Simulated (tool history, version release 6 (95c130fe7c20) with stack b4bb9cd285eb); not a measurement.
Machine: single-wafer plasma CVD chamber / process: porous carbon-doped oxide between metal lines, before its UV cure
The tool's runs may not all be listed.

run	hour	heater temperature setpoint (deg C)	RF power (W)	deposition time (s)	mean film thickness on the monitor wafer (angstrom)
1	0.0	305	555	61.9	3375.7
2	4.1	305	500	61.9	3144.5
3	8.8	305	500	61.9	3101.5
4	10.4	311	475	61.9	2892.9
5	15.4	316	460	61.9	2768.2
6	19.3	319	445	61.9	2640.6
7	28.2	321	440	61.9	2593.5
# hour 32.6: thermocouple changed; heater temperature recalibrated
8	32.6	323	435	61.9	2601.3
9	35.2	324	425	61.9	2516.1

What does the tool deliver on the next run?
10	39.3	325	425	61.9	?

mean film thickness on the monitor wafer (angstrom): 2510.7
